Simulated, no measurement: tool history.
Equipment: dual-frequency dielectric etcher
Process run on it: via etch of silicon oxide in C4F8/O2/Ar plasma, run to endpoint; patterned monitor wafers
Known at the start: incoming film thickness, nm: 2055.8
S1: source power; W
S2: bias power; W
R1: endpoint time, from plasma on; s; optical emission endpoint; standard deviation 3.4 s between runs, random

run 1 hour=0.0 | S1=1690 S2=1944 | R1=452.73
run 2 hour=4.3 | S1=1760 S2=1981 | R1=441.43
run 3 hour=13.2 | S1=1820 S2=2009 | R1=428.88
run 4 hour=17.4 | S1=1960 S2=2009 | R1=414.61
run 5 hour=18.3 | S1=1840 S2=2009 | R1=433.49
run 6 hour=21.6 | S1=1560 S2=2009 | R1=466.67
run 7 hour=29.8 | S1=1630 S2=2040 | R1=449.47

What will run 8 give?
run 8 hour=32.6 | S1=1970 S2=2223 | R1=?

R1: 401.88 s
